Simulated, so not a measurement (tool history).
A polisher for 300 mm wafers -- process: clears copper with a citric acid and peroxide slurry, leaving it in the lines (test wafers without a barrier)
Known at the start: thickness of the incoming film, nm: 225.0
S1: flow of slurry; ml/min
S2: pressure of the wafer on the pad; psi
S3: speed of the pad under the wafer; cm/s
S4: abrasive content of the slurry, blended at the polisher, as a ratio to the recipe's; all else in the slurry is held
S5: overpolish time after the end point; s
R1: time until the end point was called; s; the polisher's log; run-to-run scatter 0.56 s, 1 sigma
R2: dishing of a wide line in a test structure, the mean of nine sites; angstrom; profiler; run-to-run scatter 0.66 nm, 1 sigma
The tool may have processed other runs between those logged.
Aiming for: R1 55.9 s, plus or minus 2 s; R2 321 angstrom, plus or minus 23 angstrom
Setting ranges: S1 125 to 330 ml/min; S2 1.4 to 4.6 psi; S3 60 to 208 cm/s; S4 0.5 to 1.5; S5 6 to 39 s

run,day,S1,S2,S3,S4,S5,R1,R2
1,0,210,3,134,1,20,92.355,360.69
2,0.083,210,3,158,1,20,79.911,396.89
3,0.25,210,3.2,160,1,17,72.795,365.81
4,0.533,210,3.4,160,1,15,68.967,340.72
5,0.904,210,3.7,160,1,15,63.821,368.59
6,1.121,210,3.8,160,1,14,61.703,358.52
7,1.171,215,3.9,160,1,13,59.762,334.96
8,1.296,220,3.9,160,1,13,59.888,351.21
9,1.546,220,4,160,1,12,58.512,338.17
10,1.621,220,4,160,1,12,58.443,333.22
11,1.742,220,4,160,1,12,59.055,352.87
12,1.812,220,4,160,1,12,58.374,336.24

Exactly one of the 4 candidate moves below puts every result within its allowed miss. Which one?
A,1.883,210,3.4,196,1,11,?,?
B,1.883,270,4.1,180,0.9,11,?,?
C,1.883,185,4.2,146,1.1,12,?,?
D,1.883,220,4.4,162,1,12,?,?

move,R1,R2
A,56.025,322.1
B,50.708,353.75
C,60.271,328.88
D,52.212,372.79
A: hits every target within its allowed miss
B: pushes the last run's worst result past its target
C: further off than the last run
D: pushes the last run's worst result past its target
The right move is A.
